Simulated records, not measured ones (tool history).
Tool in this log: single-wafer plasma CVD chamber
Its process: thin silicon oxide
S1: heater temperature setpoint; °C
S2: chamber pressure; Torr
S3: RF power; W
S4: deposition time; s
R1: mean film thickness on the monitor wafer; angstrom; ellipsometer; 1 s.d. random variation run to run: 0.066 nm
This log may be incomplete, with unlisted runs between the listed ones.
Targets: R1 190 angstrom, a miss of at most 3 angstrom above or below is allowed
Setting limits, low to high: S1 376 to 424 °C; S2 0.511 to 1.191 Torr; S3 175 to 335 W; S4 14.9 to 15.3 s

Run 1, hour 0: S1 400 °C, S2 0.851 Torr, S3 255 W, S4 14.9 s. Result: R1 263.26 angstrom.
Run 2, hour 7.7: S1 391 °C, S2 0.851 Torr, S3 255 W, S4 14.9 s. Result: R1 264.2 angstrom.
Run 3, hour 13.8: S1 391 °C, S2 0.747 Torr, S3 255 W, S4 14.9 s. Result: R1 235 angstrom.
Run 4, hour 17.9: S1 391 °C, S2 0.684 Torr, S3 255 W, S4 14.9 s. Result: R1 217.58 angstrom.
Run 5, hour 20.1: S1 382 °C, S2 0.684 Torr, S3 255 W, S4 14.9 s. Result: R1 218.86 angstrom.
Run 6, hour 21.5: S1 382 °C, S2 0.643 Torr, S3 255 W, S4 14.9 s. Result: R1 206.23 angstrom.
Run 7, hour 27.2: S1 382 °C, S2 0.643 Torr, S3 255 W, S4 14.9 s. Result: R1 206.68 angstrom.
Run 8, hour 27.8: S1 382 °C, S2 0.548 Torr, S3 255 W, S4 14.9 s. Result: R1 176.91 angstrom.

Which one of the following 5 next-run settings gets every result inside its allowed miss? There is exactly one.
Run A, hour 28.4: S1 385 °C, S2 0.549 Torr, S3 275 W, S4 14.9 s. Result: R1 ?.
Run B, hour 28.4: S1 384 °C, S2 0.55 Torr, S3 255 W, S4 15.3 s. Result: R1 ?.
Run C, hour 28.4: S1 381 °C, S2 0.555 Torr, S3 265 W, S4 15.2 s. Result: R1 ?.
Run D, hour 28.4: S1 394 °C, S2 0.588 Torr, S3 265 W, S4 14.9 s. Result: R1 ?.
Run E, hour 28.4: S1 387 °C, S2 0.553 Torr, S3 270 W, S4 15.1 s. Result: R1 ?.

move      R1
   A  181.89
   B  180.59
   C  184.82
   D  190.01
   E  183.83
A: moves toward the targets from the last run without getting all of them in spec
B: moves toward the targets from the last run without getting all of them in spec
C: moves toward the targets from the last run without getting all of them in spec
D: each result inside its tolerance
E: moves toward the targets from the last run without getting all of them in spec
D meets every target.

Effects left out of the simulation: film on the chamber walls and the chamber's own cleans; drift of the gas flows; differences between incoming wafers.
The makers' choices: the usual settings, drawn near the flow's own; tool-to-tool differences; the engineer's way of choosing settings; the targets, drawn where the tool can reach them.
